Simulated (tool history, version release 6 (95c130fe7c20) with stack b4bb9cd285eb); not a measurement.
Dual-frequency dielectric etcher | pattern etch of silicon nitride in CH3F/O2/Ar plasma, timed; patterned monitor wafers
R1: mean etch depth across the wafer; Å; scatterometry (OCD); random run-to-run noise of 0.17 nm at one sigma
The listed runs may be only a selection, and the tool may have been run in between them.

{"run": 1, "hour": 0.0, "source power (W)": 450, "bias power (W)": 59, "etch time (s)": 71.5, "R1": 479.5}
{"run": 2, "hour": 7.8, "source power (W)": 450, "bias power (W)": 69, "etch time (s)": 71.5, "R1": 506.53}
{"run": 3, "hour": 16.1, "source power (W)": 420, "bias power (W)": 67, "etch time (s)": 71.5, "R1": 478.33}
{"run": 4, "hour": 18.1, "source power (W)": 420, "bias power (W)": 72, "etch time (s)": 71.5, "R1": 491.96}
{"run": 5, "hour": 21.0, "source power (W)": 380, "bias power (W)": 72, "etch time (s)": 71.5, "R1": 461.74}
{"run": 6, "hour": 25.3, "source power (W)": 370, "bias power (W)": 72, "etch time (s)": 71.5, "R1": 458.77}
{"run": 7, "hour": 33.4, "source power (W)": 360, "bias power (W)": 72, "etch time (s)": 71.5, "R1": 446.45}
{"run": 8, "hour": 40.9, "source power (W)": 270, "bias power (W)": 68, "etch time (s)": 71.5, "R1": 362.23}
{"run": 9, "hour": 49.9, "source power (W)": 280, "bias power (W)": 68, "etch time (s)": 71.5, "R1": 374.62}

Estimate the outcome of run 10 from the log above:
{"run": 10, "hour": 50.5, "source power (W)": 290, "bias power (W)": 68, "etch time (s)": 71.5, "R1": "?"}

{"run 10": {"R1": 380.54}}
